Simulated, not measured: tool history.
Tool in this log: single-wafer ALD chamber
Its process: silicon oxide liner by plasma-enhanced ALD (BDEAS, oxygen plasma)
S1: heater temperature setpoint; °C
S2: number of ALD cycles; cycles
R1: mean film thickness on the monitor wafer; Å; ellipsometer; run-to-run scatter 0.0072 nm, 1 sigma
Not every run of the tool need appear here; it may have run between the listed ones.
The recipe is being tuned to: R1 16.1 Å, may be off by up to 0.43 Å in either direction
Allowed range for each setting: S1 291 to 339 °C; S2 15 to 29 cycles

run  hour   S1  S2      R1
  1     0  315  22   18.82
  2   1.2  315  24  20.465
  3   3.6  315  21  17.705
  4  12.2  311  21  18.027
  5    14  311  23  19.671
  6  20.9  311  25  21.509
  7  22.6  314  21  18.057
  8  30.6  314  20  16.999

Exactly one of the 4 candidate moves below puts every result within its allowed miss. Which one?
  A  38.6  322  21   ?
  B  38.6  314  18   ?
  C  38.6  310  20   ?
  D  38.6  322  19   ?

move      R1
   A  17.779
   B  15.403
   C  17.205
   D  16.086
A: lands further from the targets than the last run did
B: takes the result that was furthest off past its target
C: lands further from the targets than the last run did
D: in spec on every target
D is the move that brings every result within its allowed miss.
